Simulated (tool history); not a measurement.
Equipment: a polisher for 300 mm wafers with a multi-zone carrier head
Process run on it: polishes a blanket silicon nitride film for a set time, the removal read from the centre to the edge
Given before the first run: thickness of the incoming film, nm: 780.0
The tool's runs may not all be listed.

run,day,flow of slurry (ml/min),pressure of the head's centre zone,pressure of the head's middle zone,pressure of the head's edge zone,polishing time (s),film removed at the wafer's centre (nm),film removed at mid-radius (nm),film removed at the wafer's edge (nm)
1,0,175,1,1,1,63,102.9,103.68,104.5
2,0.288,175,1.06,1,1,63,111.9,104.05,103.59
3,0.467,160,1,0.95,0.99,60,98.345,93.055,97.099
4,0.633,125,1,0.95,0.99,60,92.216,87.411,92.882
5,0.746,125,1.08,0.95,0.99,60,100.11,88.392,93.015
6,1.117,125,1.08,0.95,0.95,60,98.766,89.118,90.762
7,1.267,120,1.01,0.93,0.98,58,88.045,82.601,87.449
8,1.508,115,0.96,0.91,1.01,57,80.275,78.754,88.185
9,1.612,115,0.93,0.89,1.01,56,77.582,77.093,87.399
10,1.954,115,0.91,0.87,1.01,55,75.256,73.169,84.937
11,2.158,110,0.89,0.86,1.01,55,71.731,71.777,83.275
12,2.375,110,0.87,0.85,1.02,55,69.439,70.898,86.615
13,2.438,110,0.86,0.85,1.01,55,68.743,70.554,84.746
14,2.779,110,0.85,0.85,1,55,68.982,70.791,83.453
15,2.821,110,0.85,0.85,1,55,68.219,70.911,83.292

Run 16 has not been measured yet. What should we expect?
16,3.092,110,0.84,0.84,1,55,?,?,?

film removed at the wafer's centre (nm): 66.855
film removed at mid-radius (nm): 69.859
film removed at the wafer's edge (nm): 83.058

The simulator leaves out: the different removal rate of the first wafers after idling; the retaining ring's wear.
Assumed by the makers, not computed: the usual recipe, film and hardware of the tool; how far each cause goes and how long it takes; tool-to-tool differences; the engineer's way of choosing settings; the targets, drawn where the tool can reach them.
